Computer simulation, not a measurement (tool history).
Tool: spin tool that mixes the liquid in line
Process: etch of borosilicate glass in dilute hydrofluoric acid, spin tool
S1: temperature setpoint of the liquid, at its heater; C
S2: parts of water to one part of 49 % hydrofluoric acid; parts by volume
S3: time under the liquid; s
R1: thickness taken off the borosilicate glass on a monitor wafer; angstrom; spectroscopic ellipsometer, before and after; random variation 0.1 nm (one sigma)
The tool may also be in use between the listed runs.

run 1 hour=0.0 | S1=25.0 S2=175 S3=15 | R1=35.752
run 2 hour=6.8 | S1=27.0 S2=175 S3=15 | R1=38.040
run 3 hour=13.1 | S1=29.0 S2=175 S3=15 | R1=41.320
run 4 hour=16.8 | S1=31.0 S2=175 S3=15 | R1=44.218
run 5 hour=21.1 | S1=31.5 S2=150 S3=15 | R1=54.543
run 6 hour=25.9 | S1=32.0 S2=130 S3=15 | R1=65.445
run 7 hour=29.1 | S1=32.0 S2=115 S3=15 | R1=74.244
run 8 hour=38.1 | S1=33.0 S2=45 S3=15 | R1=223.270
run 9 hour=43.2 | S1=31.5 S2=50 S3=15 | R1=186.950
run 10 hour=46.7 | S1=27.5 S2=50 S3=15 | R1=160.660
run 11 hour=52.2 | S1=26.5 S2=50 S3=15 | R1=154.030
run 12 hour=60.6 | S1=26.0 S2=50 S3=15 | R1=152.270

The next listed run, before its measurement:
run 13 hour=63.5 | S1=25.5 S2=50 S3=15 | R1=?

Run 13 gave R1 147.340 angstrom.
